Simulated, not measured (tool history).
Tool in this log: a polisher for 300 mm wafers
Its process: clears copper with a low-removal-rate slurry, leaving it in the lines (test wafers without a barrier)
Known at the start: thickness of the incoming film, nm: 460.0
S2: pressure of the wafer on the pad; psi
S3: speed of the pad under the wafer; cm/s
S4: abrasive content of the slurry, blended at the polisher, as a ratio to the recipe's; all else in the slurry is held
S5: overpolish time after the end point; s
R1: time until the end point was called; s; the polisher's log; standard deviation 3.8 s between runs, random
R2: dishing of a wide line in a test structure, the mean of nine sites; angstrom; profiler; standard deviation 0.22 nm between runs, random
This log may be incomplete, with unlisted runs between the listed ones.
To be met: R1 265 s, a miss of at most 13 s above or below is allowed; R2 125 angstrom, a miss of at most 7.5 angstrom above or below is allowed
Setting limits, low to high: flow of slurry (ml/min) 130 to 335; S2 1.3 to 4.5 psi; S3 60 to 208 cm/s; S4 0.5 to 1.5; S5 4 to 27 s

Run 1, hour 0: flow of slurry (ml/min) 215, S2 2.9 psi, S3 134 cm/s, S4 1, S5 14 s. Result: R1 130.8 s, R2 363.12 angstrom.
Run 2, hour 7.5: flow of slurry (ml/min) 215, S2 2.6 psi, S3 126 cm/s, S4 1, S5 12 s. Result: R1 155.94 s, R2 284.1 angstrom.
Run 3, hour 12.1: flow of slurry (ml/min) 215, S2 2.6 psi, S3 126 cm/s, S4 0.9, S5 12 s. Result: R1 155.45 s, R2 285.74 angstrom.
Run 4, hour 21: flow of slurry (ml/min) 215, S2 2.4 psi, S3 120 cm/s, S4 0.9, S5 10 s. Result: R1 175.56 s, R2 225.92 angstrom.
Run 5, hour 29.1: flow of slurry (ml/min) 215, S2 2.4 psi, S3 140 cm/s, S4 0.9, S5 10 s. Result: R1 152.04 s, R2 248.21 angstrom.
Run 6, hour 31.6: flow of slurry (ml/min) 215, S2 2.2 psi, S3 134 cm/s, S4 0.9, S5 9 s. Result: R1 172.35 s, R2 203.24 angstrom.
At hour 32.2: worn pad replaced by a new one.
Run 7, hour 32.2: flow of slurry (ml/min) 215, S2 2 psi, S3 132 cm/s, S4 0.9, S5 9 s. Result: R1 177.8 s, R2 194.61 angstrom.
Run 8, hour 39.9: flow of slurry (ml/min) 215, S2 1.8 psi, S3 126 cm/s, S4 0.9, S5 9 s. Result: R1 209.62 s, R2 171 angstrom.
Run 9, hour 40.6: flow of slurry (ml/min) 215, S2 1.7 psi, S3 124 cm/s, S4 0.9, S5 9 s. Result: R1 224.94 s, R2 166.15 angstrom.
Run 10, hour 45.1: flow of slurry (ml/min) 215, S2 1.6 psi, S3 124 cm/s, S4 0.9, S5 9 s. Result: R1 238.06 s, R2 157.32 angstrom.

Exactly one of the 4 candidate moves below puts every result within its allowed miss. Which one?
Run A, hour 49.6: flow of slurry (ml/min) 190, S2 1.4 psi, S3 114 cm/s, S4 0.95, S5 17 s. Result: R1 ?, R2 ?.
Run B, hour 49.6: flow of slurry (ml/min) 240, S2 1.3 psi, S3 136 cm/s, S4 0.85, S5 8 s. Result: R1 ?, R2 ?.
Run C, hour 49.6: flow of slurry (ml/min) 245, S2 1.9 psi, S3 88 cm/s, S4 0.8, S5 15 s. Result: R1 ?, R2 ?.
Run D, hour 49.6: flow of slurry (ml/min) 250, S2 1.5 psi, S3 104 cm/s, S4 0.95, S5 14 s. Result: R1 ?, R2 ?.

move      R1      R2
   A  283.46  227.12
   B  255.69  128.12
   C  274.69  213.21
   D  281.42  194.51
A: lands further from the targets than the last run did
B: every result lands within tolerance
C: lands further from the targets than the last run did
D: lands further from the targets than the last run did
So the answer is move B, the one that meets all the targets.
